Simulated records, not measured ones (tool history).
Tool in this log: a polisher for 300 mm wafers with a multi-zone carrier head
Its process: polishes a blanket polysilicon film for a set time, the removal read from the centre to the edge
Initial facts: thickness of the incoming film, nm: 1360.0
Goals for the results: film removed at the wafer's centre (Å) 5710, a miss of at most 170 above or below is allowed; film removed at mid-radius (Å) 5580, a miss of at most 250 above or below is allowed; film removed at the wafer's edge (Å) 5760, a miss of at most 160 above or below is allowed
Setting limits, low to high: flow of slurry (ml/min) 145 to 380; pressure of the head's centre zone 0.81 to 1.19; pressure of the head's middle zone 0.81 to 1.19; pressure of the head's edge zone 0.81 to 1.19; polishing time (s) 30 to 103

run    day  flow of slurry (ml/min)  pressure of the head's centre zone  pressure of the head's middle zone  pressure of the head's edge zone  polishing time (s)  film removed at the wafer's centre (Å)  film removed at mid-radius (Å)  film removed at the wafer's edge (Å)
  1      0                      245                                   1                                   1                                 1                  66                                  3420.4                          3524.9                                3665.9
  2  0.242                      245                                1.08                                   1                                 1                  66                                  3643.3                          3605.3                                3628.5
  3  0.292                      255                                1.09                                1.01                              1.03                  71                                  4008.5                          3890.4                                4048.6
  4  0.458                      265                                1.11                                1.04                              1.05                  74                                  4266.6                          4156.7                                4227.9
  5  0.654                      265                                1.11                                0.95                              1.05                  74                                  4238.8                          3814.1                                4220.6
  6  0.708                      270                                1.12                                0.98                              1.07                  77                                    4470                          4074.9                                  4538
  7  0.779                      275                                1.13                                1.01                              1.08                  79                                  4706.3                          4311.1                                4588.8
  8  1.054                      275                                1.12                                1.02                              1.09                  82                                  4780.9                          4471.1                                4801.4
  9  1.142                      275                                1.12                                1.04                               1.1                  84                                  4920.8                          4726.1                                4941.1
 10  1.262                      280                                1.12                                1.05                              1.11                  86                                  5012.1                          4823.8                                5199.4
 11  1.333                      285                                1.13                                1.07                              1.12                  87                                  5179.4                          4990.1                                5202.7
 12    1.4                      285                                1.13                                1.08                              1.13                  88                                    5204                          5098.8                                5259.2
 13   1.55                      290                                1.13                                1.08                              1.14                  89                                  5266.4                          5169.6                                5298.7

Consider the 4 candidate settings below. Which is the only one whose results all fall within their allowed miss of target?
  A  1.7                      350                                1.15                                1.19                              1.14                  78                                       ?                               ?                                     ?
  B  1.7                      205                                0.97                                1.15                              1.19                 101                                       ?                               ?                                     ?
  C  1.7                      295                                1.09                                1.03                              1.19                  99                                       ?                               ?                                     ?
  D  1.7                      360                                1.11                                1.05                              1.11                  96                                       ?                               ?                                     ?

move  film removed at the wafer's centre (Å)  film removed at mid-radius (Å)  film removed at the wafer's edge (Å)
   A                                  4813.5                          4946.9                                4804.1
   B                                  4925.1                          5881.4                                6098.1
   C                                  5684.2                          5465.3                                6176.2
   D                                  5724.5                          5482.2                                5853.8
A: moves away from the targets compared with the last run
B: takes the result that was furthest off past its target
C: takes the result that was furthest off past its target
D: every result lands within tolerance
The move that meets every target is D.
